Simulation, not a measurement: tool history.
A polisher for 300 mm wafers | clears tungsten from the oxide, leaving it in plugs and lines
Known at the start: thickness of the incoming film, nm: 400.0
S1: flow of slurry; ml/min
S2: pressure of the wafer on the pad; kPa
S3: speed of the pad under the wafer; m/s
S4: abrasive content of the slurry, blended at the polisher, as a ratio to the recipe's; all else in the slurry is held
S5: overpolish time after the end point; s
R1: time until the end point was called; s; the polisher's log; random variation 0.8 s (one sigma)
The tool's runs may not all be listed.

Run 1, hour 0: S1 235 ml/min, S2 20 kPa, S3 1.16 m/s, S4 1, S5 4 s. Result: R1 98.661 s.
Run 2, hour 1.3: S1 260 ml/min, S2 20 kPa, S3 1.16 m/s, S4 1, S5 4 s. Result: R1 95.251 s.
Run 3, hour 6.9: S1 215 ml/min, S2 20 kPa, S3 1.16 m/s, S4 1, S5 4 s. Result: R1 95.691 s.
Run 4, hour 10.6: S1 215 ml/min, S2 22.1 kPa, S3 1.2 m/s, S4 1, S5 4 s. Result: R1 84.75 s.
Run 5, hour 15.3: S1 215 ml/min, S2 22.1 kPa, S3 1.2 m/s, S4 1.1, S5 4 s. Result: R1 82.147 s.
Run 6, hour 16.3: S1 215 ml/min, S2 24.8 kPa, S3 1.2 m/s, S4 1.1, S5 4 s. Result: R1 76.483 s.

Forecast run 7:
Run 7, hour 25.3: S1 215 ml/min, S2 26.2 kPa, S3 1.26 m/s, S4 1.1, S5 4 s. Result: R1 ?.

Run 7 gave R1 67.519 s.

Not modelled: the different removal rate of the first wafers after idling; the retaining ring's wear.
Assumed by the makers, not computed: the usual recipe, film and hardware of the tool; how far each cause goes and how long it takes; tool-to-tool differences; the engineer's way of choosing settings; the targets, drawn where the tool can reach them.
